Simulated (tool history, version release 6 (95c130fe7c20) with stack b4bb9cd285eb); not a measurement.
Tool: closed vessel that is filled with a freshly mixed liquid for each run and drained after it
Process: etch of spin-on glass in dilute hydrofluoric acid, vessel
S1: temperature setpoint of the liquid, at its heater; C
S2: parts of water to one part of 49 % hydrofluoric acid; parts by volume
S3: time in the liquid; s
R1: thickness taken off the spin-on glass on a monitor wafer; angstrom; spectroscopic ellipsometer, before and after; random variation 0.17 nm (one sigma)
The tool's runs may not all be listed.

run	hour	S1	S2	S3	R1
1	0.0	23.0	280	465	488.38
2	8.2	26.5	280	465	557.27
3	16.4	25.5	295	465	493.09
4	23.7	25.5	230	465	691.88
5	26.5	24.5	250	465	605.40
# hour 34.7: thermometer replaced
6	34.7	24.5	250	495	594.43
7	40.3	23.5	270	495	519.40
8	45.7	19.5	380	495	287.81

Forecast run 9:
9	50.5	19.0	385	495	?

{"run 9": {"R1": 279.41}}
